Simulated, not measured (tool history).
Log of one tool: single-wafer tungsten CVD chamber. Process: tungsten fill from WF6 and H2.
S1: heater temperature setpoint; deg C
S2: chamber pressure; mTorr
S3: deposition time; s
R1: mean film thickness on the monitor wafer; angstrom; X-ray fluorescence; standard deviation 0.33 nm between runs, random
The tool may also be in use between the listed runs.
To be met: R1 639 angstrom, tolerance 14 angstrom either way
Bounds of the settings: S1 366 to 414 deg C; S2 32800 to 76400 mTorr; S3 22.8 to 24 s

Run 1, day 0: S1 390 deg C, S2 54600 mTorr, S3 24 s. Result: R1 808.34 angstrom.
Run 2, day 0.208: S1 388 deg C, S2 54500 mTorr, S3 24 s. Result: R1 786.62 angstrom.
Run 3, day 0.517: S1 395 deg C, S2 54500 mTorr, S3 24 s. Result: R1 891.14 angstrom.
Run 4, day 0.688: S1 395 deg C, S2 63600 mTorr, S3 24 s. Result: R1 956.06 angstrom.
Run 5, day 0.742: S1 388 deg C, S2 63600 mTorr, S3 24 s. Result: R1 852.69 angstrom.
Run 6, day 0.996: S1 385 deg C, S2 63400 mTorr, S3 24 s. Result: R1 808.64 angstrom.
Run 7, day 1.167: S1 382 deg C, S2 63200 mTorr, S3 24 s. Result: R1 756.86 angstrom.
Run 8, day 1.192: S1 380 deg C, S2 63100 mTorr, S3 24 s. Result: R1 731.88 angstrom.
Run 9, day 1.396: S1 378 deg C, S2 63000 mTorr, S3 24 s. Result: R1 711.03 angstrom.
Run 10, day 1.638: S1 377 deg C, S2 62900 mTorr, S3 24 s. Result: R1 696.16 angstrom.
Run 11, day 1.892: S1 376 deg C, S2 62800 mTorr, S3 24 s. Result: R1 682.92 angstrom.
Run 12, day 1.967: S1 375 deg C, S2 62800 mTorr, S3 24 s. Result: R1 677.57 angstrom.
Run 13, day 2.317: S1 374 deg C, S2 62800 mTorr, S3 24 s. Result: R1 661.51 angstrom.

Exactly one of the 5 candidate moves below puts every result within its allowed miss. Which one?
Run A, day 2.667: S1 374 deg C, S2 64400 mTorr, S3 24 s. Result: R1 ?.
Run B, day 2.667: S1 369 deg C, S2 65800 mTorr, S3 24 s. Result: R1 ?.
Run C, day 2.667: S1 371 deg C, S2 66100 mTorr, S3 22.8 s. Result: R1 ?.
Run D, day 2.667: S1 374 deg C, S2 72700 mTorr, S3 23.1 s. Result: R1 ?.
Run E, day 2.667: S1 367 deg C, S2 76400 mTorr, S3 24 s. Result: R1 ?.

move      R1
   A  665.21
   B  613.73
   C  606.15
   D  680.71
   E  637.13
A: moves away from the targets compared with the last run
B: pushes the last run's worst result past its target
C: pushes the last run's worst result past its target
D: moves away from the targets compared with the last run
E: hits every target within its allowed miss
The right move is E.
